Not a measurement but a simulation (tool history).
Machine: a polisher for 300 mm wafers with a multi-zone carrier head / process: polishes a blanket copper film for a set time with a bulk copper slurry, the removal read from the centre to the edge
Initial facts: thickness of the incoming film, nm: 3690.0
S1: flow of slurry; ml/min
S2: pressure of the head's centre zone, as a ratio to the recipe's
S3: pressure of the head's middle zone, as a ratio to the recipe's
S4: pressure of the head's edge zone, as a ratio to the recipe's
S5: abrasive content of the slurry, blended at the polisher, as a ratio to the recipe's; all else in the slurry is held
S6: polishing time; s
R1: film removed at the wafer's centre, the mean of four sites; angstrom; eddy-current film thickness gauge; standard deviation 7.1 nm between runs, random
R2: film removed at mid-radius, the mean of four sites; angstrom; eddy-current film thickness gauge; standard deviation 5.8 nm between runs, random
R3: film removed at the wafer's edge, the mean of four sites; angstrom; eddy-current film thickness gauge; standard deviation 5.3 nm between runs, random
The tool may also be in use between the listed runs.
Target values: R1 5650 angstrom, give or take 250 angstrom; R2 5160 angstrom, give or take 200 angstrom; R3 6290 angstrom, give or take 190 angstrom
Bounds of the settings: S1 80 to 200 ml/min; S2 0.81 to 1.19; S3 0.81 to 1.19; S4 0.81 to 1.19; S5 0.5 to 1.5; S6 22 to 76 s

run 1 hour=0 | S1=130 S2=1 S3=1 S4=1 S5=1 S6=49 | R1=4677 R2=4844.6 R3=4587.4
run 2 hour=2.9 | S1=130 S2=0.92 S3=1 S4=1 S5=1 S6=49 | R1=4303.4 R2=4677.6 R3=4687.8
run 3 hour=8.5 | S1=130 S2=0.92 S3=1 S4=1 S5=0.9 S6=49 | R1=4162.1 R2=4581.2 R3=4529.6
run 4 hour=14.9 | S1=140 S2=0.92 S3=1 S4=1 S5=0.9 S6=49 | R1=4255.4 R2=4742.1 R3=4694.4
run 5 hour=22.6 | S1=170 S2=0.92 S3=1 S4=1 S5=0.9 S6=49 | R1=4506.3 R2=4946.1 R3=4745.8
run 6 hour=30.1 | S1=170 S2=0.99 S3=1 S4=1 S5=0.9 S6=49 | R1=4861.9 R2=4923.8 R3=4766.3
run 7 hour=30.9 | S1=170 S2=0.98 S3=0.97 S4=1.03 S5=0.95 S6=50 | R1=4959.8 R2=4884.7 R3=5038.1
run 8 hour=37 | S1=170 S2=0.98 S3=0.97 S4=1.03 S5=0.95 S6=50 | R1=4929.1 R2=4991 R3=4998.4
run 9 hour=45.2 | S1=170 S2=0.98 S3=0.95 S4=1.05 S5=1 S6=50 | R1=4992.4 R2=4764.5 R3=5072.9
run 10 hour=49.2 | S1=180 S2=0.92 S3=0.96 S4=1.15 S5=1.25 S6=54 | R1=5330.3 R2=5567.9 R3=5983.1

Which of these 5 next moves meets every target?
run A hour=53.2 | S1=200 S2=1.08 S3=0.94 S4=1.15 S5=1.4 S6=47 | R1=? R2=? R3=?
run B hour=53.2 | S1=175 S2=0.97 S3=0.86 S4=1.19 S5=1.15 S6=56 | R1=? R2=? R3=?
run C hour=53.2 | S1=155 S2=0.84 S3=0.82 S4=1.19 S5=1.05 S6=56 | R1=? R2=? R3=?
run D hour=53.2 | S1=200 S2=1.08 S3=1 S4=1.15 S5=1 S6=52 | R1=? R2=? R3=?
run E hour=53.2 | S1=170 S2=0.86 S3=0.9 S4=1.19 S5=1.3 S6=53 | R1=? R2=? R3=?

move=A R1=5723.9 R2=5006.4 R3=5383.1
move=B R1=5733.9 R2=5209.1 R3=6176.1
move=C R1=4746.5 R2=4812.1 R3=5967.6
move=D R1=5914.7 R2=5447 R3=5555.8
move=E R1=4902.3 R2=5225.7 R3=5968.6
A: gets the furthest-off result to its target, but another result is out of tolerance
B: all results land within tolerance of their targets
C: takes the result that was furthest off past its target
D: further off than the last run
E: gets the furthest-off result to its target, but another result is out of tolerance
B meets every target.

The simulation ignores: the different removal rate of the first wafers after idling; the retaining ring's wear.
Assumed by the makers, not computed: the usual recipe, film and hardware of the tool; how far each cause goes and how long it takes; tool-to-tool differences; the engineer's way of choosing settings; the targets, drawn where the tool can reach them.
